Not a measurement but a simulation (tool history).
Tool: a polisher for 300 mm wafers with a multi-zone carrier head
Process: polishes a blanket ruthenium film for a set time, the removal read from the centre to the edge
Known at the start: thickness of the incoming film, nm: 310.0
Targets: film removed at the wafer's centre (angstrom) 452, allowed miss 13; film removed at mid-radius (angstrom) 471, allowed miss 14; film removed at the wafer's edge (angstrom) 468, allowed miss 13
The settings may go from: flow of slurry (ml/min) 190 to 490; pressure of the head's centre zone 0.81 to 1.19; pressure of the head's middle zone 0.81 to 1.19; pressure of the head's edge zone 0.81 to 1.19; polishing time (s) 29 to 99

run	hour	flow of slurry (ml/min)	pressure of the head's centre zone	pressure of the head's middle zone	pressure of the head's edge zone	polishing time (s)	film removed at the wafer's centre (angstrom)	film removed at mid-radius (angstrom)	film removed at the wafer's edge (angstrom)
1	0	315	1	1	1	64	767.95	761.36	745.55
2	2.4	315	0.95	1	1	64	730.77	761.07	757.55
3	8.2	315	0.95	1	0.93	64	730.32	756.65	721.62
4	14.6	270	0.95	1	0.93	64	717.19	757.51	724.82
5	18.9	275	0.93	0.98	0.91	56	622.58	652.93	623.07
6	22	275	0.9	0.95	0.89	52	559.86	584.24	576.78
7	23.1	275	0.89	0.94	0.87	49	513.13	544.59	540.15
8	25.6	275	0.89	0.93	0.86	47	495.71	523	519.74
9	32.5	275	0.89	0.92	0.85	46	484.76	504.38	501.14
10	33.3	275	0.89	0.92	0.84	45	473.62	493.24	482.93
11	39.1	275	0.88	0.91	0.83	45	470.55	492.54	487.05
12	46.3	275	0.88	0.91	0.82	45	469.68	483.09	486.67

4 next moves are on the table. One of them brings every result within its allowed miss. Which?
A	53.5	265	0.93	0.91	0.81	41	?	?	?
B	53.5	315	0.89	0.93	0.86	42	?	?	?
C	53.5	270	0.95	0.91	0.81	40	?	?	?
D	53.5	295	0.94	1	0.81	40	?	?	?

move	film removed at the wafer's centre (angstrom)	film removed at mid-radius (angstrom)	film removed at the wafer's edge (angstrom)
A	449.11	443.56	444.6
B	447.47	469.7	469.96
C	448.5	433.43	434.31
D	447.84	472.75	436.36
A: takes the result that was furthest off past its target
B: meets every target
C: takes the result that was furthest off past its target
D: takes the result that was furthest off past its target
Answer: B
